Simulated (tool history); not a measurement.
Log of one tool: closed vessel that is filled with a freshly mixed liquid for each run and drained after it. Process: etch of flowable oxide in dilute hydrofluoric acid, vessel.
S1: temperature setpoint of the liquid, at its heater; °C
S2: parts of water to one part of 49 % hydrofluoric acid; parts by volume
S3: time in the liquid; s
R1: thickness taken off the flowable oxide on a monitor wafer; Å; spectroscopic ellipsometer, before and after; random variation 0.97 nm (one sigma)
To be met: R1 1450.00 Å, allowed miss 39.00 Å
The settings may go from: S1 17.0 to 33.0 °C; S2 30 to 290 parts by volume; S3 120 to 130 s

run,hour,S1,S2,S3,R1
1,0.0,25.0,160,120,362.32
2,9.0,25.0,120,120,501.89
3,16.8,22.5,120,120,455.21
4,18.3,22.5,160,120,326.75
5,24.4,25.5,120,120,506.80
6,28.9,27.5,90,120,764.21
7,33.1,27.5,90,120,767.96
8,36.0,31.5,30,120,2965.50
9,43.0,29.5,30,120,2721.90
10,46.3,25.5,30,120,2303.70
11,54.0,25.5,30,120,2318.90
12,60.5,23.5,35,120,1800.30
13,69.5,22.0,35,120,1716.60
14,71.4,20.5,35,120,1590.70

Which of these 5 next moves meets every target?
A,73.3,21.5,40,120,?
B,73.3,21.0,40,130,?
C,73.3,22.5,40,125,?
D,73.3,23.5,50,130,?
E,73.3,19.5,35,120,?

move,R1
A,1455.40
B,1544.00
C,1580.70
D,1352.30
E,1538.10
A: meets every target
B: nearer than the last run, and not there yet
C: nearer than the last run, and not there yet
D: takes the result that was furthest off past its target
E: nearer than the last run, and not there yet
Move A is the one to make.
